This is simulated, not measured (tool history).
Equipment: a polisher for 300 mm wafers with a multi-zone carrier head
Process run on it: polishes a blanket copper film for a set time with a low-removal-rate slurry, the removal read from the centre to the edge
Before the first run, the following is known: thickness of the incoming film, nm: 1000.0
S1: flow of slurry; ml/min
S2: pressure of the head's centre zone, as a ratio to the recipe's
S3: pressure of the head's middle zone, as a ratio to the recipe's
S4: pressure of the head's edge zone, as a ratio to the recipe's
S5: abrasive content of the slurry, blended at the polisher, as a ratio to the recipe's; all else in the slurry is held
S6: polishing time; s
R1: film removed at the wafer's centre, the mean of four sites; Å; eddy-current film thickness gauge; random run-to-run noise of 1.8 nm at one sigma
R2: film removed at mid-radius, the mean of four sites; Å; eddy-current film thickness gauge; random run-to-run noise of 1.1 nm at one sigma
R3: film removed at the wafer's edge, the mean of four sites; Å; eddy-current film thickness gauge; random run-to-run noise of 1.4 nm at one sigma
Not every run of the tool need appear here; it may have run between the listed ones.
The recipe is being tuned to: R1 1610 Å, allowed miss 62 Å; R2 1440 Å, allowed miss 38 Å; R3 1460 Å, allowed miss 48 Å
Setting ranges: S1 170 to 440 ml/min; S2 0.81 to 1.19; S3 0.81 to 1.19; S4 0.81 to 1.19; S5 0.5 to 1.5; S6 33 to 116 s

run 1 hour=0 | S1=280 S2=1 S3=1 S4=1 S5=1 S6=74 | R1=2518.8 R2=2442 R3=2494
run 2 hour=3.8 | S1=280 S2=1.03 S3=1 S4=1 S5=1 S6=74 | R1=2564.6 R2=2455.2 R3=2510.7
run 3 hour=11.5 | S1=280 S2=1.03 S3=1 S4=1 S5=1 S6=62 | R1=2123.2 R2=2065.3 R3=2104.6
run 4 hour=13.6 | S1=280 S2=1.03 S3=1 S4=1.08 S5=1 S6=62 | R1=2207.8 R2=2064.7 R3=2147.3
run 5 hour=15 | S1=280 S2=1.11 S3=1 S4=1.08 S5=1 S6=62 | R1=2379.2 R2=2040.2 R3=2150.5
run 6 hour=22.6 | S1=285 S2=1.11 S3=1 S4=1.04 S5=0.85 S6=57 | R1=2101.2 R2=1845.8 R3=1874.8
run 7 hour=29.3 | S1=285 S2=1.1 S3=0.97 S4=1 S5=0.75 S6=55 | R1=2021.7 R2=1702.3 R3=1774.4
run 8 hour=37.2 | S1=280 S2=1.08 S3=0.97 S4=0.98 S5=0.65 S6=53 | R1=1812.3 R2=1597.5 R3=1650
run 9 hour=39.5 | S1=270 S2=1.08 S3=0.96 S4=0.95 S5=0.6 S6=52 | R1=1758.3 R2=1562.1 R3=1561.4
run 10 hour=46.5 | S1=260 S2=1.07 S3=0.94 S4=0.94 S5=0.55 S6=52 | R1=1719.2 R2=1484.9 R3=1537.6
run 11 hour=54.8 | S1=250 S2=1.06 S3=0.94 S4=0.92 S5=0.55 S6=52 | R1=1695.7 R2=1481.8 R3=1502.3
run 12 hour=59.9 | S1=240 S2=1.05 S3=0.94 S4=0.92 S5=0.55 S6=52 | R1=1641.1 R2=1472.2 R3=1529.7

Pick the move, out of 4, that brings all results within their allowed miss; only one does.
run A hour=65 | S1=280 S2=1.09 S3=1 S4=1 S5=0.5 S6=48 | R1=? R2=? R3=?
run B hour=65 | S1=175 S2=0.99 S3=0.84 S4=0.85 S5=0.8 S6=57 | R1=? R2=? R3=?
run C hour=65 | S1=190 S2=1.07 S3=1.06 S4=0.82 S5=0.5 S6=51 | R1=? R2=? R3=?
run D hour=65 | S1=195 S2=0.97 S3=0.84 S4=1.02 S5=0.55 S6=57 | R1=? R2=? R3=?

move=A R1=1605.5 R2=1433.5 R3=1463.5
move=B R1=1704.6 R2=1482.6 R3=1653.5
move=C R1=1572.9 R2=1506.9 R3=1377.6
move=D R1=1618.7 R2=1433.5 R3=1710.2
A: meets every target
B: the biggest miss grows against the last run
C: moves the result that the last run missed by most past its target, out the other side
D: the biggest miss grows against the last run
Go with A: it meets all targets.
